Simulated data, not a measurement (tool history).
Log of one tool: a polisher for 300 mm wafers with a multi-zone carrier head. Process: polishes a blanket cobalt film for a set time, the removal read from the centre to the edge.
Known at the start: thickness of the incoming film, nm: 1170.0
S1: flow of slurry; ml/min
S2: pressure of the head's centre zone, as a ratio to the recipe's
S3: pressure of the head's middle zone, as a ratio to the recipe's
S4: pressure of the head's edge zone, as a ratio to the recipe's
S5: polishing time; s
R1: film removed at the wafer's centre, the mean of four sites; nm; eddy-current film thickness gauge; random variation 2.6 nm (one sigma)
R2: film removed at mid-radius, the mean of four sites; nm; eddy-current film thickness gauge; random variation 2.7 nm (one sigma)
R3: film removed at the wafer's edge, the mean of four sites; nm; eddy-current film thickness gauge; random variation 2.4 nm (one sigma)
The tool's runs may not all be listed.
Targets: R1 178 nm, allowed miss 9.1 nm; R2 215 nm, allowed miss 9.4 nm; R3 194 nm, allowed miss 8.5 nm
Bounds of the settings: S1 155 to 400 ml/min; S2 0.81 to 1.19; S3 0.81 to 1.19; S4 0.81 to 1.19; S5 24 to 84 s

run	hour	S1	S2	S3	S4	S5	R1	R2	R3
1	0	255	1	1	1	54	264.72	260.56	266.8
2	7.9	255	1	1.05	1	54	266.98	278.86	263.97
3	10.2	255	1	1.13	1	54	271.88	294.31	265.8
4	14.6	255	1	1.13	1	45	226.55	248.15	222.81
5	23.3	255	1	1.13	1.07	45	220.29	250.4	226.95
6	31.8	255	0.99	1.13	1.07	44	213.82	241.27	222.69
7	33.3	255	0.98	1.13	1.07	43	204.46	233.59	219.7
8	40.1	255	0.98	1.14	1.06	42	196.12	232.59	206.62

Which of these 4 next moves meets every target?
A	46.9	325	0.96	1.18	1.12	37	?	?	?
B	46.9	175	0.99	1.01	1.13	44	?	?	?
C	46.9	310	1.04	1.17	1.1	41	?	?	?
D	46.9	270	0.99	1.11	1.05	45	?	?	?

move	R1	R2	R3
A	180.17	215.58	200.04
B	200.61	205.87	224.61
C	215.31	235.96	218.9
D	221.09	243.91	232.26
A: meets every target
B: further off than the last run
C: further off than the last run
D: further off than the last run
The right move is A.
